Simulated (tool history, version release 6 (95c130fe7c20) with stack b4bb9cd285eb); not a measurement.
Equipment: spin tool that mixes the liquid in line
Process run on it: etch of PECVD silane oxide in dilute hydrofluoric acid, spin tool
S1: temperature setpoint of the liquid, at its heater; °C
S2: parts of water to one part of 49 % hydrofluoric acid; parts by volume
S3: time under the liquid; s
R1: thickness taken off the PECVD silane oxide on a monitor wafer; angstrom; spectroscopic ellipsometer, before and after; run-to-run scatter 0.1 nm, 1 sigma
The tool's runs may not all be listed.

run    day    S1   S2  S3       R1
  1  0.000  21.0  170  65   62.486
  2  0.308  23.0  140  65   85.503
  3  0.521  23.0  140  70   91.646
  4  0.671  23.0  140  70   91.666
  5  0.962  23.0  185  70   66.671
  6  1.004  20.5  185  70   61.089
  7  1.317  23.0  155  70   80.801
  8  1.646  24.5  135  70  101.730
  9  1.683  26.0  125  70  117.120
 10  1.925  29.0   95  70  179.280
 11  2.033  28.5   95  70  178.690
 12  2.354  28.0   95  70  173.200

What does the tool deliver on the next run?
 13  2.496  27.5  95  70   ?

R1: 170.390 angstrom

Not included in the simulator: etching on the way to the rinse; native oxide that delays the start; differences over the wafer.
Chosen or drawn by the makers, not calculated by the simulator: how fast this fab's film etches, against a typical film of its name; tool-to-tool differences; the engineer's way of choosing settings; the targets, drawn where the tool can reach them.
